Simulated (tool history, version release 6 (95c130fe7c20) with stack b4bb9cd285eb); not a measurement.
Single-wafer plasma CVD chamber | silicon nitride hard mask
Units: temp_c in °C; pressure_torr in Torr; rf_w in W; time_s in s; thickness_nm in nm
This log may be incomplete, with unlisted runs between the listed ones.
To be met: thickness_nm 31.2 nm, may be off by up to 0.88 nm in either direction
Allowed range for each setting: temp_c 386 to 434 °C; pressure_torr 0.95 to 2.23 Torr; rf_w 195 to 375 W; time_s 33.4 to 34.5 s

run,hour,temp_c,pressure_torr,rf_w,time_s,thickness_nm
1,0,410,1.59,285,33.4,35.676
2,4.8,410,1.53,280,33.4,34.656
3,8.6,410,1.48,280,33.4,34.321
4,10.4,414,1.48,280,33.4,34.197
5,15.3,414,1.44,280,33.4,34.107
6,19,414,1.4,280,33.4,33.301
7,22,414,1.37,280,33.4,33.006
8,23,414,1.35,280,33.4,32.801

Which of these 4 next moves meets every target?
A,24,414,1.49,285,34.2,?
B,24,417,1.69,250,34.5,?
C,24,403,1.26,275,33.4,?
D,24,413,1.2,305,34.5,?

move,thickness_nm
A,35.715
B,34.018
C,31.698
D,34.439
A: moves away from the targets compared with the last run
B: moves away from the targets compared with the last run
C: all results land within tolerance of their targets
D: moves away from the targets compared with the last run
C meets every target.
